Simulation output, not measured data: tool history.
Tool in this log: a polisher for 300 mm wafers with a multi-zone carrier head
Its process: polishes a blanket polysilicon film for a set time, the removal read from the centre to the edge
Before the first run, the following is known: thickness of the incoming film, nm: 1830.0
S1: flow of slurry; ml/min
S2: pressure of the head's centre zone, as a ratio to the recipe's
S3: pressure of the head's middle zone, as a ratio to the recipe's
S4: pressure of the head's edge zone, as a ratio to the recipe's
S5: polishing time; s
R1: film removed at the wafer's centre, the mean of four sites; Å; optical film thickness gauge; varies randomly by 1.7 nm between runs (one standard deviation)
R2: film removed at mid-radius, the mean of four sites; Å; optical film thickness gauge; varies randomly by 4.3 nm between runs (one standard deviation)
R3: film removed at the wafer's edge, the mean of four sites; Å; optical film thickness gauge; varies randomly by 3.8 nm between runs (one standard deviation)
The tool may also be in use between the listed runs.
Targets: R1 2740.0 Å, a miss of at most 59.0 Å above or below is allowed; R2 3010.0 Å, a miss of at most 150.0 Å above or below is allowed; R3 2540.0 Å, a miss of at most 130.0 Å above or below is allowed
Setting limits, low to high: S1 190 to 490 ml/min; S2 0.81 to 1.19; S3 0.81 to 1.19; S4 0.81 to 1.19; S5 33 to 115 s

Run 1, hour 0.0: S1 315 ml/min, S2 1.00, S3 1.00, S4 1.00, S5 73 s. Result: R1 5067.6 Å, R2 5215.2 Å, R3 4862.5 Å.
Run 2, hour 7.3: S1 310 ml/min, S2 0.99, S3 1.00, S4 0.96, S5 63 s. Result: R1 4303.9 Å, R2 4308.3 Å, R3 4215.7 Å.
Run 3, hour 10.5: S1 310 ml/min, S2 0.99, S3 1.00, S4 1.00, S5 63 s. Result: R1 4281.9 Å, R2 4371.4 Å, R3 4226.3 Å.
Run 4, hour 13.0: S1 310 ml/min, S2 0.99, S3 1.00, S4 0.93, S5 63 s. Result: R1 4275.9 Å, R2 4558.0 Å, R3 4119.1 Å.
Run 5, hour 13.7: S1 385 ml/min, S2 0.99, S3 1.00, S4 0.93, S5 63 s. Result: R1 4430.0 Å, R2 4432.1 Å, R3 4220.1 Å.
Run 6, hour 20.3: S1 320 ml/min, S2 0.99, S3 1.00, S4 0.93, S5 63 s. Result: R1 4312.1 Å, R2 4357.8 Å, R3 4206.0 Å.
Run 7, hour 27.7: S1 290 ml/min, S2 1.00, S3 1.04, S4 0.90, S5 55 s. Result: R1 3732.4 Å, R2 3935.6 Å, R3 3489.1 Å.
Run 8, hour 33.8: S1 300 ml/min, S2 1.00, S3 1.06, S4 0.89, S5 50 s. Result: R1 3439.3 Å, R2 3733.8 Å, R3 3185.5 Å.
Run 9, hour 36.8: S1 305 ml/min, S2 1.00, S3 1.06, S4 0.88, S5 46 s. Result: R1 3156.7 Å, R2 3325.7 Å, R3 2956.1 Å.

Which one of the following 4 next-run settings gets every result inside its allowed miss? There is exactly one.
Run A, hour 39.8: S1 270 ml/min, S2 1.03, S3 1.04, S4 0.86, S5 54 s. Result: R1 ?, R2 ?, R3 ?.
Run B, hour 39.8: S1 205 ml/min, S2 1.01, S3 1.11, S4 0.86, S5 42 s. Result: R1 ?, R2 ?, R3 ?.
Run C, hour 39.8: S1 305 ml/min, S2 0.83, S3 1.10, S4 0.85, S5 44 s. Result: R1 ?, R2 ?, R3 ?.
Run D, hour 39.8: S1 250 ml/min, S2 0.90, S3 0.93, S4 0.97, S5 46 s. Result: R1 ?, R2 ?, R3 ?.

move      R1      R2      R3
   A  3731.9  3820.4  3348.7
   B  2735.5  3018.0  2525.0
   C  2629.6  3313.8  2740.9
   D  2838.0  2934.1  2997.7
A: further off than the last run
B: hits every target within its allowed miss
C: pushes the last run's worst result past its target
D: an improvement on the last run, though not all results are within tolerance
B is the move that brings every result within its allowed miss.
